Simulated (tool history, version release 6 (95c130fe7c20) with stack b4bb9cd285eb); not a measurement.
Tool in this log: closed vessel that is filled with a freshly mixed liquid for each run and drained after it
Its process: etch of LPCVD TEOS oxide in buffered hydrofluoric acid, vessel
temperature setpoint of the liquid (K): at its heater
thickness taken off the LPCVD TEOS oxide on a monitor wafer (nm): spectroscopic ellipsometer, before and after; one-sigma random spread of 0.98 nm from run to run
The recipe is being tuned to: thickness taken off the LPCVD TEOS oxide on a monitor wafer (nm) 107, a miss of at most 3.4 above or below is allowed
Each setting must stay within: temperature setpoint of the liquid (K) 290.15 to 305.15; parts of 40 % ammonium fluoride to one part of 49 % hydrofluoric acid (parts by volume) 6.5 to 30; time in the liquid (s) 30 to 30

run  hour  temperature setpoint of the liquid (K)  parts of 40 % ammonium fluoride to one part of 49 % hydrofluoric acid (parts by volume)  time in the liquid (s)  thickness taken off the LPCVD TEOS oxide on a monitor wafer (nm)
  1     0                                  298.15                                                                                     19.5                      30                                                            57.886
  2   8.7                                  301.65                                                                                     19.5                      30                                                            70.596
  3  10.1                                  302.15                                                                                     18.5                      30                                                            75.557
  4  11.4                                  302.65                                                                                       18                      30                                                            78.999
  5  19.8                                  302.65                                                                                       18                      30                                                            79.468
  6  27.7                                  303.15                                                                                     17.5                      30                                                            84.177
  7  33.3                                  303.65                                                                                       17                      30                                                            86.944
  8  36.7                                  303.65                                                                                     16.5                      30                                                            91.306
  9  42.7                                  304.65                                                                                     15.5                      30                                                            101.08

5 candidate next runs follow, results not yet known. Just one meets every target within its allowed miss. Identify it.
  A  48.7                                  304.65                                                                                     13.5                      30                                                                 ?
  B  48.7                                  304.15                                                                                       15                      30                                                                 ?
  C  48.7                                  301.15                                                                                     11.5                      30                                                                 ?
  D  48.7                                  303.65                                                                                       14                      30                                                                 ?
  E  48.7                                  305.15                                                                                     16.5                      30                                                                 ?

move  thickness taken off the LPCVD TEOS oxide on a monitor wafer (nm)
   A                                                            117.07
   B                                                            102.88
   C                                                             113.9
   D                                                            107.23
   E                                                            98.724
A: takes the biggest miss from the last run beyond its target
B: an improvement on the last run, though not all results are within tolerance
C: takes the biggest miss from the last run beyond its target
D: every result within its allowed miss
E: lands further from the targets than the last run did
So the answer is move D, the one that meets all the targets.
